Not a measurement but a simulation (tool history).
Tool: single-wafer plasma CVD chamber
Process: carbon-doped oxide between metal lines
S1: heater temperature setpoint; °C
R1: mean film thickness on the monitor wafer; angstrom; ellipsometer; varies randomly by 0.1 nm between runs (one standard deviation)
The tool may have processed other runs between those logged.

run 1 hour=0.0 | S1=370 chamber_pressure_(Pa)=652 RF_power_(W)=390 deposition_time_(s)=13.7 | R1=529.30
run 2 hour=6.0 | S1=370 chamber_pressure_(Pa)=652 RF_power_(W)=390 deposition_time_(s)=13.1 | R1=503.38
run 3 hour=9.0 | S1=370 chamber_pressure_(Pa)=652 RF_power_(W)=390 deposition_time_(s)=13.7 | R1=529.24
run 4 hour=14.7 | S1=370 chamber_pressure_(Pa)=652 RF_power_(W)=390 deposition_time_(s)=13.7 | R1=530.48
run 5 hour=17.7 | S1=375 chamber_pressure_(Pa)=595 RF_power_(W)=360 deposition_time_(s)=13.6 | R1=472.23
run 6 hour=19.0 | S1=375 chamber_pressure_(Pa)=595 RF_power_(W)=395 deposition_time_(s)=13.6 | R1=516.87
run 7 hour=20.1 | S1=376 chamber_pressure_(Pa)=572 RF_power_(W)=365 deposition_time_(s)=13.5 | R1=472.96
run 8 hour=26.8 | S1=377 chamber_pressure_(Pa)=548 RF_power_(W)=345 deposition_time_(s)=13.4 | R1=436.09

Run 9 comes next. What will it give?
run 9 hour=27.9 | S1=383 chamber_pressure_(Pa)=417 RF_power_(W)=290 deposition_time_(s)=13.3 | R1=?

R1: 343.67 angstrom
